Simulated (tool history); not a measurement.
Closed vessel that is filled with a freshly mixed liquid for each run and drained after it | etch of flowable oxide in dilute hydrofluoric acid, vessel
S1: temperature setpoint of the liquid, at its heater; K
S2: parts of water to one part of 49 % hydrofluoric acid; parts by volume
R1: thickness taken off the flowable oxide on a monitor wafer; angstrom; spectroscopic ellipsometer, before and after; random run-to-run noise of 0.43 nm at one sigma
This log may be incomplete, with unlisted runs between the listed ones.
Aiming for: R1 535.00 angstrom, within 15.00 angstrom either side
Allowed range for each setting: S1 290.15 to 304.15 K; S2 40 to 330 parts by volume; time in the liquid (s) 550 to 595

run 1 hour=0.0 | S1=296.15 S2=185 time_in_the_liquid_(s)=550 | R1=824.80
run 2 hour=1.6 | S1=296.15 S2=245 time_in_the_liquid_(s)=550 | R1=571.71
run 3 hour=5.7 | S1=296.15 S2=245 time_in_the_liquid_(s)=550 | R1=573.13
run 4 hour=14.1 | S1=296.15 S2=245 time_in_the_liquid_(s)=595 | R1=628.97
run 5 hour=21.5 | S1=293.65 S2=245 time_in_the_liquid_(s)=595 | R1=570.01
run 6 hour=29.9 | S1=293.65 S2=220 time_in_the_liquid_(s)=595 | R1=646.97
run 7 hour=38.3 | S1=293.15 S2=220 time_in_the_liquid_(s)=595 | R1=641.00
run 8 hour=41.5 | S1=292.65 S2=220 time_in_the_liquid_(s)=595 | R1=626.24
run 9 hour=44.4 | S1=292.15 S2=220 time_in_the_liquid_(s)=595 | R1=610.19
run 10 hour=48.4 | S1=292.15 S2=220 time_in_the_liquid_(s)=595 | R1=616.09
run 11 hour=55.8 | S1=291.65 S2=220 time_in_the_liquid_(s)=595 | R1=603.08
run 12 hour=63.2 | S1=290.65 S2=225 time_in_the_liquid_(s)=595 | R1=572.89

Pick the move, out of 5, that brings all results within their allowed miss; only one does.
run A hour=70.6 | S1=291.15 S2=210 time_in_the_liquid_(s)=565 | R1=?
run B hour=70.6 | S1=290.15 S2=215 time_in_the_liquid_(s)=550 | R1=?
run C hour=70.6 | S1=290.15 S2=200 time_in_the_liquid_(s)=565 | R1=?
run D hour=70.6 | S1=290.15 S2=195 time_in_the_liquid_(s)=550 | R1=?
run E hour=70.6 | S1=291.65 S2=210 time_in_the_liquid_(s)=580 | R1=?

move=A R1=590.25
move=B R1=536.75
move=C R1=600.53
move=D R1=602.21
move=E R1=618.14
A: further off than the last run
B: all results in spec
C: further off than the last run
D: further off than the last run
E: further off than the last run
So the answer is move B, the one that meets all the targets.
